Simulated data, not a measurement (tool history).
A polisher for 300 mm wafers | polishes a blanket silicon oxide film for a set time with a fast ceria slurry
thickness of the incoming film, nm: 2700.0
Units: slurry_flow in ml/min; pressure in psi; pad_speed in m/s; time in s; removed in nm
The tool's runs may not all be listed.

Run 1, hour 0: slurry_flow 145 ml/min, pressure 3 psi, pad_speed 1.02 m/s, time 77 s. Result: removed 1519 nm.
Run 2, hour 6: slurry_flow 155 ml/min, pressure 3.2 psi, pad_speed 1.02 m/s, time 77 s. Result: removed 1642.4 nm.
Run 3, hour 10.2: slurry_flow 155 ml/min, pressure 3.6 psi, pad_speed 1.02 m/s, time 77 s. Result: removed 1820.9 nm.
Run 4, hour 19.1: slurry_flow 130 ml/min, pressure 3.6 psi, pad_speed 1.02 m/s, time 77 s. Result: removed 1737.5 nm.
Run 5, hour 23.3: slurry_flow 130 ml/min, pressure 3.6 psi, pad_speed 1.02 m/s, time 77 s. Result: removed 1761.7 nm.
Run 6, hour 29.1: slurry_flow 140 ml/min, pressure 3.7 psi, pad_speed 1.02 m/s, time 77 s. Result: removed 1852.8 nm.
Run 7, hour 32.4: slurry_flow 145 ml/min, pressure 3.7 psi, pad_speed 1.02 m/s, time 77 s. Result: removed 1835.3 nm.
Run 8, hour 40.9: slurry_flow 145 ml/min, pressure 3.7 psi, pad_speed 1.02 m/s, time 77 s. Result: removed 1852.2 nm.
Run 9, hour 47: slurry_flow 150 ml/min, pressure 3.7 psi, pad_speed 1.02 m/s, time 77 s. Result: removed 1860 nm.

Forecast run 10:
Run 10, hour 53.8: slurry_flow 155 ml/min, pressure 3.7 psi, pad_speed 1.02 m/s, time 77 s. Result: removed ?.

Run 10 gave removed 1848.3 nm.
